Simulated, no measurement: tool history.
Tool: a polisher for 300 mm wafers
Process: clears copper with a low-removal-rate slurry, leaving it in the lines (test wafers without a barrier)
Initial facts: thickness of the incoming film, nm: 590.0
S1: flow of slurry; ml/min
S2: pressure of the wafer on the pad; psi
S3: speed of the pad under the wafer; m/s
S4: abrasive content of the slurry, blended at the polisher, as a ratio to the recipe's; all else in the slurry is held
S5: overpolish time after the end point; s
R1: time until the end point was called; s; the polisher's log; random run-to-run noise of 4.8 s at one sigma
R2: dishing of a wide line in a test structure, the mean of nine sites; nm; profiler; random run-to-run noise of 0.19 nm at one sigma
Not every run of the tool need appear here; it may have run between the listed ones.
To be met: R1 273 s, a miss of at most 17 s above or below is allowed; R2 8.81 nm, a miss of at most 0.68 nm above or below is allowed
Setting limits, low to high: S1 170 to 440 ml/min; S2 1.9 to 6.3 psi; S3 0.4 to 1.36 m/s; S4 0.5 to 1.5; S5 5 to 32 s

run,hour,S1,S2,S3,S4,S5,R1,R2
1,0,280,4.1,0.88,1,16,170.4,27.841
2,5.5,280,3.4,0.88,1,16,204,27.374
3,11.9,280,4.1,0.88,1,16,171.77,29.299
4,17.4,280,4.1,1.02,1,16,151.91,31.091
5,23.2,280,4.1,0.86,1,16,178.19,28.653
6,32.2,260,4.2,0.78,0.9,14,195.36,25.713
7,38.2,290,4,0.72,1,12,207.25,21.802
8,38.9,315,3.8,0.66,1.1,11,226.21,20.641

Which of these 4 next moves meets every target?
A,39.6,345,3.6,0.94,1.15,5,?,?
B,39.6,335,3.6,0.42,1.1,5,?,?
C,39.6,390,3.4,0.48,0.95,5,?,?
D,39.6,265,3.5,0.58,1.1,5,?,?

move,R1,R2
A,176.64,12.825
B,333.96,7.3784
C,328.86,7.4767
D,274.87,8.779
A: nearer than the last run, and not there yet
B: moves the result that the last run missed by most past its target, out the other side
C: moves the result that the last run missed by most past its target, out the other side
D: every result lands within tolerance
D is the move that brings every result within its allowed miss.
